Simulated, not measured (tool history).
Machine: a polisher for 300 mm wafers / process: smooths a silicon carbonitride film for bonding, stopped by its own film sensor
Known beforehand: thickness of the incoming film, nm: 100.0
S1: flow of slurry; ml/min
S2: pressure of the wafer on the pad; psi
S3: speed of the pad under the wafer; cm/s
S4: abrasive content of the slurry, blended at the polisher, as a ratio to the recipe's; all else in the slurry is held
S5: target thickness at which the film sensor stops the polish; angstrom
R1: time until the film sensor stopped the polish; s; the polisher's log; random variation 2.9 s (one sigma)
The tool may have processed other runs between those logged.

| run | hour | S1 | S2 | S3 | S4 | S5 | R1 |
|---|---|---|---|---|---|---|---|
| 1 | 0 | 205 | 1.3 | 84 | 1 | 730 | 245.26 |
| 2 | 1.9 | 205 | 1.3 | 84 | 1 | 720 | 253.84 |
| 3 | 8.1 | 240 | 1.3 | 84 | 1 | 720 | 248.15 |
| 4 | 10.3 | 230 | 1.2 | 84 | 1 | 720 | 271.65 |
| 5 | 14.1 | 225 | 1.1 | 84 | 1 | 720 | 295.71 |
| 6 | 16.2 | 215 | 1 | 84 | 1 | 720 | 327.13 |
| 7 | 21.2 | 205 | 1 | 84 | 1 | 720 | 325.51 |
| 8 | 25.3 | 200 | 1 | 84 | 1 | 720 | 330.27 |

Predict the results of run 9:
| 9 | 33.6 | 190 | 1 | 84 | 1 | 720 | ? |

R1: 335.86 s

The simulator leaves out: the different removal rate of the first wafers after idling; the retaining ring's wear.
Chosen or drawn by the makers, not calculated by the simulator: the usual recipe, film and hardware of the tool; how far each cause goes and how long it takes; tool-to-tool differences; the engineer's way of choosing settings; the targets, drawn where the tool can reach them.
